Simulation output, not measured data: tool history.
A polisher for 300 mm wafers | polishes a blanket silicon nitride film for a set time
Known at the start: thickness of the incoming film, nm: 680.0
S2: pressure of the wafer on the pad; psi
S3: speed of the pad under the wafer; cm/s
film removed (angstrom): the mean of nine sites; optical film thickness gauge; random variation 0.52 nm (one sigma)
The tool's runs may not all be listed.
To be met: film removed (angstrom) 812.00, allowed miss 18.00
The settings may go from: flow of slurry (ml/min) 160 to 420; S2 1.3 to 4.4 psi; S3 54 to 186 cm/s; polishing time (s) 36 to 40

{"run": 1, "hour": 0.0, "flow of slurry (ml/min)": 270, "S2": 2.8, "S3": 118, "polishing time (s)": 40, "film removed (angstrom)": 635.98}
{"run": 2, "hour": 8.8, "flow of slurry (ml/min)": 240, "S2": 2.8, "S3": 118, "polishing time (s)": 40, "film removed (angstrom)": 628.95}
{"run": 3, "hour": 17.0, "flow of slurry (ml/min)": 245, "S2": 2.9, "S3": 118, "polishing time (s)": 40, "film removed (angstrom)": 653.74}
{"run": 4, "hour": 25.9, "flow of slurry (ml/min)": 205, "S2": 2.9, "S3": 118, "polishing time (s)": 40, "film removed (angstrom)": 643.48}
{"run": 5, "hour": 30.1, "flow of slurry (ml/min)": 205, "S2": 2.9, "S3": 118, "polishing time (s)": 40, "film removed (angstrom)": 634.98}
{"run": 6, "hour": 35.9, "flow of slurry (ml/min)": 205, "S2": 2.9, "S3": 132, "polishing time (s)": 40, "film removed (angstrom)": 692.52}
{"run": 7, "hour": 38.9, "flow of slurry (ml/min)": 225, "S2": 3.0, "S3": 132, "polishing time (s)": 40, "film removed (angstrom)": 725.98}
{"run": 8, "hour": 42.4, "flow of slurry (ml/min)": 225, "S2": 3.0, "S3": 132, "polishing time (s)": 40, "film removed (angstrom)": 730.41}
{"run": 9, "hour": 45.5, "flow of slurry (ml/min)": 240, "S2": 3.0, "S3": 132, "polishing time (s)": 40, "film removed (angstrom)": 737.1}
{"run": 10, "hour": 52.7, "flow of slurry (ml/min)": 255, "S2": 3.0, "S3": 132, "polishing time (s)": 40, "film removed (angstrom)": 736.08}
{"run": 11, "hour": 59.8, "flow of slurry (ml/min)": 265, "S2": 3.0, "S3": 132, "polishing time (s)": 40, "film removed (angstrom)": 746.34}
{"run": 12, "hour": 68.5, "flow of slurry (ml/min)": 280, "S2": 3.0, "S3": 132, "polishing time (s)": 40, "film removed (angstrom)": 749.79}
{"run": 13, "hour": 75.0, "flow of slurry (ml/min)": 290, "S2": 3.0, "S3": 132, "polishing time (s)": 40, "film removed (angstrom)": 759.37}
{"run": 14, "hour": 75.8, "flow of slurry (ml/min)": 300, "S2": 3.0, "S3": 132, "polishing time (s)": 40, "film removed (angstrom)": 758.0}
{"run": 15, "hour": 81.0, "flow of slurry (ml/min)": 310, "S2": 3.0, "S3": 132, "polishing time (s)": 40, "film removed (angstrom)": 750.66}
{"run": 16, "hour": 86.4, "flow of slurry (ml/min)": 315, "S2": 3.1, "S3": 132, "polishing time (s)": 40, "film removed (angstrom)": 775.43}

4 next moves are on the table. One of them brings every result within its allowed miss. Which?
{"run": "A", "hour": 91.8, "flow of slurry (ml/min)": 300, "S2": 3.4, "S3": 124, "polishing time (s)": 40, "film removed (angstrom)": "?"}
{"run": "B", "hour": 91.8, "flow of slurry (ml/min)": 300, "S2": 3.3, "S3": 146, "polishing time (s)": 38, "film removed (angstrom)": "?"}
{"run": "C", "hour": 91.8, "flow of slurry (ml/min)": 370, "S2": 3.1, "S3": 142, "polishing time (s)": 37, "film removed (angstrom)": "?"}
{"run": "D", "hour": 91.8, "flow of slurry (ml/min)": 290, "S2": 3.2, "S3": 132, "polishing time (s)": 39, "film removed (angstrom)": "?"}

move=A film_removed_(angstrom)=805.02
move=B film_removed_(angstrom)=846.52
move=C film_removed_(angstrom)=772.36
move=D film_removed_(angstrom)=775.22
A: meets every target
B: takes the result that was furthest off past its target
C: further off than the last run
D: as far off as the last run
The right move is A.

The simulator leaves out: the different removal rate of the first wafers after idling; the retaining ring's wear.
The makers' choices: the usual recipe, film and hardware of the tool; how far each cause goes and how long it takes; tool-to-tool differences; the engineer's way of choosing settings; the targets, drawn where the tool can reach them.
